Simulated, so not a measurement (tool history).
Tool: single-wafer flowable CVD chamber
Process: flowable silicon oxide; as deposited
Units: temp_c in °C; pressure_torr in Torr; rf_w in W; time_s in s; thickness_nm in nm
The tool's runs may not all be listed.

{"run": 1, "hour": 0.0, "temp_c": 90, "pressure_torr": 0.97, "rf_w": 2575, "time_s": 445, "thickness_nm": 512.43}
{"run": 2, "hour": 1.7, "temp_c": 90, "pressure_torr": 0.86, "rf_w": 2575, "time_s": 445, "thickness_nm": 458.11}
{"run": 3, "hour": 4.2, "temp_c": 86, "pressure_torr": 0.861, "rf_w": 2575, "time_s": 445, "thickness_nm": 513.55}
{"run": 4, "hour": 10.8, "temp_c": 86, "pressure_torr": 0.749, "rf_w": 2575, "time_s": 445, "thickness_nm": 440.82}
{"run": 5, "hour": 17.7, "temp_c": 86, "pressure_torr": 0.749, "rf_w": 2275, "time_s": 445, "thickness_nm": 435.68}
{"run": 6, "hour": 22.3, "temp_c": 82, "pressure_torr": 0.749, "rf_w": 2275, "time_s": 445, "thickness_nm": 485.47}
{"run": 7, "hour": 28.2, "temp_c": 79, "pressure_torr": 0.762, "rf_w": 2280, "time_s": 445, "thickness_nm": 532.95}
{"run": 8, "hour": 32.3, "temp_c": 77, "pressure_torr": 0.777, "rf_w": 2285, "time_s": 445, "thickness_nm": 570.75}
{"run": 9, "hour": 41.1, "temp_c": 75, "pressure_torr": 0.791, "rf_w": 2290, "time_s": 445, "thickness_nm": 602.14}
{"run": 10, "hour": 44.4, "temp_c": 66, "pressure_torr": 0.864, "rf_w": 2300, "time_s": 446, "thickness_nm": 791.39}

The next listed run, before its measurement:
{"run": 11, "hour": 49.4, "temp_c": 66, "pressure_torr": 0.873, "rf_w": 2300, "time_s": 446, "thickness_nm": "?"}

thickness_nm: 801.51 nm
